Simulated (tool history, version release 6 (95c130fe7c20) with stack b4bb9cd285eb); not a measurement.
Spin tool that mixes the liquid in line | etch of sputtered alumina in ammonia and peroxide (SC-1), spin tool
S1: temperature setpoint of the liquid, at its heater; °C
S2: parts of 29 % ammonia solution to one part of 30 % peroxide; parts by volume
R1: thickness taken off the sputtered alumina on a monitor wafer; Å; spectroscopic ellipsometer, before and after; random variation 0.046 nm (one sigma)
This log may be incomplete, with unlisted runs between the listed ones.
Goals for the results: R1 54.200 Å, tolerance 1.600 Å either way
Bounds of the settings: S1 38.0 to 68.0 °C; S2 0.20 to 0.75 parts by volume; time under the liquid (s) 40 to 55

{"run": 1, "day": 0.0, "S1": 52.0, "S2": 0.45, "time under the liquid (s)": 55, "R1": 22.831}
{"run": 2, "day": 0.35, "S1": 52.0, "S2": 0.5, "time under the liquid (s)": 55, "R1": 22.631}
{"run": 3, "day": 0.392, "S1": 52.0, "S2": 0.5, "time under the liquid (s)": 55, "R1": 22.889}
{"run": 4, "day": 0.675, "S1": 52.0, "S2": 0.5, "time under the liquid (s)": 40, "R1": 16.906}
{"run": 5, "day": 0.983, "S1": 52.0, "S2": 0.4, "time under the liquid (s)": 40, "R1": 16.339}
{"run": 6, "day": 1.225, "S1": 52.0, "S2": 0.4, "time under the liquid (s)": 55, "R1": 22.457}
{"run": 7, "day": 1.388, "S1": 55.0, "S2": 0.4, "time under the liquid (s)": 55, "R1": 26.726}
{"run": 8, "day": 1.438, "S1": 57.0, "S2": 0.4, "time under the liquid (s)": 55, "R1": 30.106}
{"run": 9, "day": 1.492, "S1": 58.5, "S2": 0.4, "time under the liquid (s)": 55, "R1": 32.248}
{"run": 10, "day": 1.825, "S1": 66.5, "S2": 0.55, "time under the liquid (s)": 55, "R1": 49.695}
{"run": 11, "day": 2.033, "S1": 67.0, "S2": 0.55, "time under the liquid (s)": 55, "R1": 51.248}

Exactly one of the 4 candidate moves below puts every result within its allowed miss. Which one?
{"run": "A", "day": 2.242, "S1": 66.0, "S2": 0.65, "time under the liquid (s)": 50, "R1": "?"}
{"run": "B", "day": 2.242, "S1": 66.0, "S2": 0.6, "time under the liquid (s)": 55, "R1": "?"}
{"run": "C", "day": 2.242, "S1": 68.0, "S2": 0.5, "time under the liquid (s)": 55, "R1": "?"}
{"run": "D", "day": 2.242, "S1": 67.5, "S2": 0.35, "time under the liquid (s)": 55, "R1": "?"}

move=A R1=45.220
move=B R1=49.367
move=C R1=53.641
move=D R1=50.587
A: moves away from the targets compared with the last run
B: moves away from the targets compared with the last run
C: meets every target
D: moves away from the targets compared with the last run
C meets every target.

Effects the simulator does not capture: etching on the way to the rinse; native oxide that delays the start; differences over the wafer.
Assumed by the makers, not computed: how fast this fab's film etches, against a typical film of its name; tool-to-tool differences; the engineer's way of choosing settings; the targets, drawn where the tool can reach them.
